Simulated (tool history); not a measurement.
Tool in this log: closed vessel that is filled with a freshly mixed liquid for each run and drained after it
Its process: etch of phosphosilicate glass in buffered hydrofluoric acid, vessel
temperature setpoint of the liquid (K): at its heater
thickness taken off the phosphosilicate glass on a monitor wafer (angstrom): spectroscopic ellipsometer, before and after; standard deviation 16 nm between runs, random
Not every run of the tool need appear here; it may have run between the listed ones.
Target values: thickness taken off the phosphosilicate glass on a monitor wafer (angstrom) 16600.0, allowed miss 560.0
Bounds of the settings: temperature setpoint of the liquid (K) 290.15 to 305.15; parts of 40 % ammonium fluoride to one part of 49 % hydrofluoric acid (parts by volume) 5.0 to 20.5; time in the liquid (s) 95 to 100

| run | hour | temperature setpoint of the liquid (K) | parts of 40 % ammonium fluoride to one part of 49 % hydrofluoric acid (parts by volume) | time in the liquid (s) | thickness taken off the phosphosilicate glass on a monitor wafer (angstrom) |
|---|---|---|---|---|---|
| 1 | 0.0 | 298.15 | 12.5 | 95 | 9216.5 |
| 2 | 6.9 | 298.15 | 9.5 | 95 | 11717.0 |
| 3 | 10.3 | 298.15 | 9.5 | 100 | 12489.0 |
| 4 | 17.6 | 299.65 | 9.5 | 100 | 13287.0 |
| 5 | 19.6 | 301.15 | 9.5 | 100 | 14148.0 |
| 6 | 28.8 | 301.15 | 9.5 | 95 | 13830.0 |
| 7 | 33.3 | 302.15 | 9.5 | 95 | 14803.0 |
| 8 | 36.3 | 302.65 | 9.5 | 95 | 14758.0 |
| 9 | 41.4 | 305.15 | 9.0 | 95 | 17695.0 |
|  | 49.1 | thermometer replaced |
| 10 | 49.1 | 304.65 | 9.0 | 95 | 15481.0 |
| 11 | 53.1 | 304.65 | 9.0 | 95 | 15504.0 |

4 candidate next runs follow, results not yet known. Just one meets every target within its allowed miss. Identify it.
| A | 57.1 | 304.65 | 9.5 | 95 | ? |
| B | 57.1 | 305.15 | 8.0 | 95 | ? |
| C | 57.1 | 305.15 | 9.0 | 100 | ? |
| D | 57.1 | 304.15 | 8.0 | 100 | ? |

| move | thickness taken off the phosphosilicate glass on a monitor wafer (angstrom) |
|---|---|
| A | 14894.0 |
| B | 17962.0 |
| C | 16644.0 |
| D | 17952.0 |
A: misses by more than the last run did
B: pushes the last run's worst result past its target
C: all results land within tolerance of their targets
D: pushes the last run's worst result past its target
C meets every target.
